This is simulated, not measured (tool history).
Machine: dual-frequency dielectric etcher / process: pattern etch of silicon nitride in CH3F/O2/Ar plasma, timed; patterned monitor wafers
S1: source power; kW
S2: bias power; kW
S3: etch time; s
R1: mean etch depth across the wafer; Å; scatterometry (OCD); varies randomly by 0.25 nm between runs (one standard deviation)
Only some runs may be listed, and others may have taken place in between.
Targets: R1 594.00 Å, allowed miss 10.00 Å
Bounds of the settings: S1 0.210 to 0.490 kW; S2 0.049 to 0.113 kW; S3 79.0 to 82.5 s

Run 1, day 0.000: S1 0.350 kW, S2 0.081 kW, S3 79.0 s. Result: R1 510.17 Å.
Run 2, day 0.375: S1 0.350 kW, S2 0.081 kW, S3 82.5 s. Result: R1 531.96 Å.
Run 3, day 0.425: S1 0.320 kW, S2 0.081 kW, S3 82.5 s. Result: R1 520.99 Å.
Run 4, day 0.750: S1 0.320 kW, S2 0.093 kW, S3 82.5 s. Result: R1 551.86 Å.
Run 5, day 1.079: S1 0.340 kW, S2 0.094 kW, S3 82.5 s. Result: R1 560.85 Å.
Run 6, day 1.121: S1 0.340 kW, S2 0.094 kW, S3 82.5 s. Result: R1 564.22 Å.
Run 7, day 1.462: S1 0.350 kW, S2 0.094 kW, S3 82.5 s. Result: R1 563.83 Å.
Run 8, day 1.579: S1 0.360 kW, S2 0.095 kW, S3 82.5 s. Result: R1 573.98 Å.
Run 9, day 1.646: S1 0.370 kW, S2 0.095 kW, S3 82.5 s. Result: R1 573.73 Å.

4 candidate next runs follow, results not yet known. Just one meets every target within its allowed miss. Identify it.
Run A, day 1.712: S1 0.370 kW, S2 0.097 kW, S3 79.0 s. Result: R1 ?.
Run B, day 1.712: S1 0.320 kW, S2 0.101 kW, S3 81.5 s. Result: R1 ?.
Run C, day 1.712: S1 0.370 kW, S2 0.091 kW, S3 81.0 s. Result: R1 ?.
Run D, day 1.712: S1 0.350 kW, S2 0.104 kW, S3 82.5 s. Result: R1 ?.

move      R1
   A  557.76
   B  562.94
   C  556.59
   D  591.00
A: misses by more than the last run did
B: misses by more than the last run did
C: misses by more than the last run did
D: every result lands within tolerance
Answer: D

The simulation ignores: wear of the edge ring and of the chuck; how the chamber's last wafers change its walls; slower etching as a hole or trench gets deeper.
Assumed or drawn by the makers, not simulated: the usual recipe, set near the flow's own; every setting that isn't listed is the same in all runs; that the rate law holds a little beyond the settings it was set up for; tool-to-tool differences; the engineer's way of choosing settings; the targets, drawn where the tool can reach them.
